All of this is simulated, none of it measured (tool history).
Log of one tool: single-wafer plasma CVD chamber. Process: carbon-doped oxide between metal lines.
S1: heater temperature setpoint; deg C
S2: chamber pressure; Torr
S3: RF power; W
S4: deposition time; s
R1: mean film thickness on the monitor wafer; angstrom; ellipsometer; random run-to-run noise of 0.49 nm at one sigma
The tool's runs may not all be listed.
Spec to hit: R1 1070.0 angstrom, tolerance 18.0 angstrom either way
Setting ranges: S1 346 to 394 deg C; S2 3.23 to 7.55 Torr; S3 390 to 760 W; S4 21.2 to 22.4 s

run 1 hour=0.0 | S1=370 S2=5.39 S3=575 S4=22.4 | R1=1104.6
run 2 hour=5.9 | S1=370 S2=5.39 S3=575 S4=22.4 | R1=1110.6
run 3 hour=7.4 | S1=359 S2=5.39 S3=575 S4=22.4 | R1=1129.6
run 4 hour=14.4 | S1=359 S2=5.39 S3=575 S4=22.4 | R1=1132.5
-- hour=16.6 RF generator calibrated
run 5 hour=16.6 | S1=359 S2=5.39 S3=575 S4=22.4 | R1=1167.2
run 6 hour=17.5 | S1=359 S2=4.99 S3=575 S4=22.4 | R1=1164.8
run 7 hour=22.9 | S1=364 S2=5.25 S3=570 S4=22.4 | R1=1155.3
run 8 hour=24.3 | S1=366 S2=5.59 S3=565 S4=22.4 | R1=1157.2
run 9 hour=31.7 | S1=366 S2=5.59 S3=565 S4=22.4 | R1=1153.7
run 10 hour=35.3 | S1=366 S2=5.59 S3=565 S4=22.4 | R1=1152.1
run 11 hour=38.2 | S1=370 S2=5.32 S3=560 S4=22.4 | R1=1125.0
run 12 hour=41.4 | S1=372 S2=5.09 S3=545 S4=22.3 | R1=1097.5

Of the 5 settings listed for the next run, only one would bring every result within its allowed miss of target. Which one?
run A hour=44.6 | S1=374 S2=4.91 S3=560 S4=22.4 | R1=?
run B hour=44.6 | S1=371 S2=4.87 S3=570 S4=22.4 | R1=?
run C hour=44.6 | S1=367 S2=5.16 S3=510 S4=21.2 | R1=?
run D hour=44.6 | S1=371 S2=6.04 S3=525 S4=21.9 | R1=?
run E hour=44.6 | S1=368 S2=4.30 S3=610 S4=21.8 | R1=?

move=A R1=1110.7
move=B R1=1126.9
move=C R1=1019.6
move=D R1=1079.1
move=E R1=1128.4
A: moves away from the targets compared with the last run
B: moves away from the targets compared with the last run
C: takes the result that was furthest off past its target
D: hits every target within its allowed miss
E: moves away from the targets compared with the last run
Answer: D
